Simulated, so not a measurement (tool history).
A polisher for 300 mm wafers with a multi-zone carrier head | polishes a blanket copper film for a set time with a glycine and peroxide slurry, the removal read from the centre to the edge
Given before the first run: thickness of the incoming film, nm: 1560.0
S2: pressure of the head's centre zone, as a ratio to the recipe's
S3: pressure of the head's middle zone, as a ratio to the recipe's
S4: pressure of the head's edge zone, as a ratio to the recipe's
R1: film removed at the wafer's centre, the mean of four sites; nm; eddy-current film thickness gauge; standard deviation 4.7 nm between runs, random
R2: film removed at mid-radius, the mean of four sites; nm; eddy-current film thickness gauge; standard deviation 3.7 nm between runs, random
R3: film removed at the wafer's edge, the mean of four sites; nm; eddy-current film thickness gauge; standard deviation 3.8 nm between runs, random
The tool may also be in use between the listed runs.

run 1 day=0 | flow_of_slurry_(ml/min)=135 S2=1 S3=1 S4=1 polishing_time_(s)=42 | R1=215.83 R2=207.29 R3=204.89
run 2 day=0.138 | flow_of_slurry_(ml/min)=135 S2=1 S3=0.98 S4=1.03 polishing_time_(s)=45 | R1=229.79 R2=221.15 R3=232.87
run 3 day=0.188 | flow_of_slurry_(ml/min)=140 S2=1.02 S3=0.98 S4=1.05 polishing_time_(s)=46 | R1=241.43 R2=228.24 R3=236.13
run 4 day=0.275 | flow_of_slurry_(ml/min)=140 S2=1.02 S3=1.02 S4=1.05 polishing_time_(s)=46 | R1=240.73 R2=233.33 R3=232.16
run 5 day=0.571 | flow_of_slurry_(ml/min)=140 S2=1.11 S3=1.02 S4=1.05 polishing_time_(s)=46 | R1=267.57 R2=240.18 R3=237.67
-- day=0.767 worn pad replaced by a new one
run 6 day=0.767 | flow_of_slurry_(ml/min)=140 S2=1.11 S3=1 S4=1.07 polishing_time_(s)=48 | R1=304.99 R2=272.26 R3=283

Predict the results of run 7:
run 7 day=0.825 | flow_of_slurry_(ml/min)=140 S2=1.11 S3=0.99 S4=1.09 polishing_time_(s)=48 | R1=? R2=? R3=?

{"run 7": {"R1": 304.58, "R2": 267.72, "R3": 277.25}}
